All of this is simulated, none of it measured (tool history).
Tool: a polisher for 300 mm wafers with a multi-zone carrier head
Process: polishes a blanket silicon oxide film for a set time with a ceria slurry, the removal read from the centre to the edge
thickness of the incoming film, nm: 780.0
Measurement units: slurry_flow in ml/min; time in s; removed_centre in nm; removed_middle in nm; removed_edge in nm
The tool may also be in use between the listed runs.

| run | hour | slurry_flow | centre_zone | middle_zone | edge_zone | time | removed_centre | removed_middle | removed_edge |
|---|---|---|---|---|---|---|---|---|---|
| 1 | 0 | 165 | 1 | 1 | 1 | 39 | 140.68 | 133 | 133.59 |
| 2 | 7.1 | 165 | 1 | 0.93 | 1 | 39 | 138.68 | 121.17 | 135.22 |
| 3 | 14.9 | 165 | 1.07 | 0.93 | 1 | 39 | 145.43 | 122.4 | 134.53 |
| 4 | 21.9 | 165 | 1.03 | 0.93 | 1 | 39 | 142.27 | 120.96 | 134.42 |
| 5 | 24.8 | 165 | 0.96 | 0.93 | 1 | 39 | 132.53 | 124.24 | 132.98 |
| 6 | 27.6 | 170 | 0.97 | 0.95 | 1.01 | 41 | 141.4 | 130.34 | 141.92 |
| 7 | 36.3 | 175 | 0.98 | 0.97 | 1.02 | 43 | 150.9 | 140.03 | 151.39 |
| 8 | 40.2 | 180 | 1 | 0.99 | 1.03 | 44 | 159.15 | 146.17 | 155.83 |
| 9 | 45.3 | 180 | 1.01 | 1.01 | 1.04 | 45 | 163.78 | 156.4 | 157.9 |
| 10 | 50.9 | 185 | 1.02 | 1.01 | 1.04 | 46 | 167.58 | 157.24 | 167.74 |
| 11 | 55.4 | 190 | 1.04 | 1.03 | 1.04 | 47 | 179.67 | 160.41 | 168.58 |
| 12 | 58.8 | 190 | 1.04 | 1.04 | 1.05 | 48 | 185.53 | 166.91 | 176.38 |
| 13 | 60.6 | 190 | 1.04 | 1.05 | 1.06 | 48 | 180.17 | 170.07 | 172.84 |

What will run 14 give?
| 14 | 66.8 | 195 | 1.04 | 1.06 | 1.06 | 49 | ? | ? | ? |

{"run 14": {"removed_centre": 186.79, "removed_middle": 177.88, "removed_edge": 178.46}}
